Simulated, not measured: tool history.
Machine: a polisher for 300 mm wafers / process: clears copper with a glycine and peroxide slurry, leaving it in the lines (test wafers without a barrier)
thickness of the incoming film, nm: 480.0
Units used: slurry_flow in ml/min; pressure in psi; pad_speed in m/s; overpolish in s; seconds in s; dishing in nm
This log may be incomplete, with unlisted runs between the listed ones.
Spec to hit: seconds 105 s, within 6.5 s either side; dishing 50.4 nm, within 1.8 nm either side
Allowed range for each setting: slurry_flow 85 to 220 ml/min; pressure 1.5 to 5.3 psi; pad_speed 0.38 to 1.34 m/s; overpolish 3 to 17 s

run	hour	slurry_flow	pressure	pad_speed	overpolish	seconds	dishing
1	0	140	3.4	0.86	9	85.596	39.031
2	3	130	3.2	0.86	10	88.973	40.336
3	6.2	130	3.2	0.98	10	81.604	44.858
4	8.6	130	3.2	0.88	10	86.812	41.651
5	12.3	125	2.9	0.88	11	93.204	41.857
6	19.5	155	2.9	0.88	11	88.982	43.326
7	24.3	140	2.8	0.86	12	96.837	43.819
8	30	130	2.8	0.86	13	98.295	47.645
9	34.5	120	2.8	0.86	13	99.657	46.483
10	39.6	115	2.8	0.86	13	101.12	45.37

Exercise: of the 5 proposed moves below, exactly one satisfies all targets within the stated allowed misses. Which move is it?
A	44.7	130	3.3	0.8	11	?	?
B	44.7	140	2.6	0.9	13	?	?
C	44.7	100	2.9	0.82	15	?	?
D	44.7	100	2.2	0.92	12	?	?
E	44.7	95	3.1	0.94	13	?	?

move	seconds	dishing
A	92.203	43.158
B	95.159	47.957
C	103.35	50.738
D	109.98	39.398
E	89.884	50.559
A: the biggest miss grows against the last run
B: closes in on the targets versus the last run, not all within tolerance yet
C: every result lands within tolerance
D: the biggest miss grows against the last run
E: brings the result that was furthest off to its target, and leaves another outside
So the answer is move C, the one that meets all the targets.

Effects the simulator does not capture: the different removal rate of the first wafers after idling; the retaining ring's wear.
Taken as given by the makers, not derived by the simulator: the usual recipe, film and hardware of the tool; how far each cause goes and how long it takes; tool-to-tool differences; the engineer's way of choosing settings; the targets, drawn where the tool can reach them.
